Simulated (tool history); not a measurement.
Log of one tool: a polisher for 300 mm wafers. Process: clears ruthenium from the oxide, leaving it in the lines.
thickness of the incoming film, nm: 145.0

run    day  flow of slurry (ml/min)  pressure of the wafer on the pad (kPa)  speed of the pad under the wafer (m/s)  overpolish time after the end point (s)  time until the end point was called (s)
  1      0                      135                                    15.9                                    0.78                                       35                                   180.87
  2  0.254                      135                                    14.5                                    0.76                                       35                                   190.02
  3  0.346                      165                                    14.5                                    0.76                                       35                                   182.32
  4  0.525                      165                                    16.5                                    0.76                                       35                                   161.39
  5  0.604                      160                                    15.2                                    0.72                                       35                                   191.04
  6  0.725                      190                                    15.2                                    0.72                                       35                                   187.53
  7  0.892                      185                                      11                                    0.54                                       35                                   300.18

Forecast run 8:
  8  1.167                      185                                    10.3                                    0.54                                       35                                        ?

{"run 8": {"time until the end point was called (s)": 308.26}}
